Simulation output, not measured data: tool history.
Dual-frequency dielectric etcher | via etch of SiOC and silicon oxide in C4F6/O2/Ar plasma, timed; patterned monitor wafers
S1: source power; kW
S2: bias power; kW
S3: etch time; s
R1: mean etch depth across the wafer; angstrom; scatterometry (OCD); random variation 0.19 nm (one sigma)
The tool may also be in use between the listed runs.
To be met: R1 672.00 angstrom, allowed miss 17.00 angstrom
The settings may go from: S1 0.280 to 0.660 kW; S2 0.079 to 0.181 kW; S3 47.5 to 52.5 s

Run 1, day 0.000: S1 0.470 kW, S2 0.130 kW, S3 52.5 s. Result: R1 581.13 angstrom.
Run 2, day 0.304: S1 0.510 kW, S2 0.134 kW, S3 52.5 s. Result: R1 607.37 angstrom.
Run 3, day 0.458: S1 0.510 kW, S2 0.134 kW, S3 47.5 s. Result: R1 549.32 angstrom.
Run 4, day 0.692: S1 0.540 kW, S2 0.145 kW, S3 49.0 s. Result: R1 594.54 angstrom.
Run 5, day 0.775: S1 0.540 kW, S2 0.132 kW, S3 49.0 s. Result: R1 580.39 angstrom.
Run 6, day 0.858: S1 0.540 kW, S2 0.132 kW, S3 47.5 s. Result: R1 561.64 angstrom.
Run 7, day 1.088: S1 0.560 kW, S2 0.144 kW, S3 48.5 s. Result: R1 599.85 angstrom.
Run 8, day 1.312: S1 0.580 kW, S2 0.150 kW, S3 49.0 s. Result: R1 617.80 angstrom.
Run 9, day 1.429: S1 0.580 kW, S2 0.150 kW, S3 49.0 s. Result: R1 616.80 angstrom.
Run 10, day 1.458: S1 0.600 kW, S2 0.155 kW, S3 49.5 s. Result: R1 638.89 angstrom.
Run 11, day 1.788: S1 0.610 kW, S2 0.157 kW, S3 49.5 s. Result: R1 644.63 angstrom.
Run 12, day 2.029: S1 0.620 kW, S2 0.159 kW, S3 49.5 s. Result: R1 654.09 angstrom.

4 next moves are on the table. One of them brings every result within its allowed miss. Which?
Run A, day 2.271: S1 0.660 kW, S2 0.173 kW, S3 49.0 s. Result: R1 ?.
Run B, day 2.271: S1 0.580 kW, S2 0.172 kW, S3 49.0 s. Result: R1 ?.
Run C, day 2.271: S1 0.600 kW, S2 0.153 kW, S3 48.5 s. Result: R1 ?.
Run D, day 2.271: S1 0.640 kW, S2 0.164 kW, S3 52.5 s. Result: R1 ?.

move      R1
   A  678.79
   B  643.50
   C  622.94
   D  706.73
A: meets every target
B: further off than the last run
C: further off than the last run
D: takes the result that was furthest off past its target
Move A is the one to make.
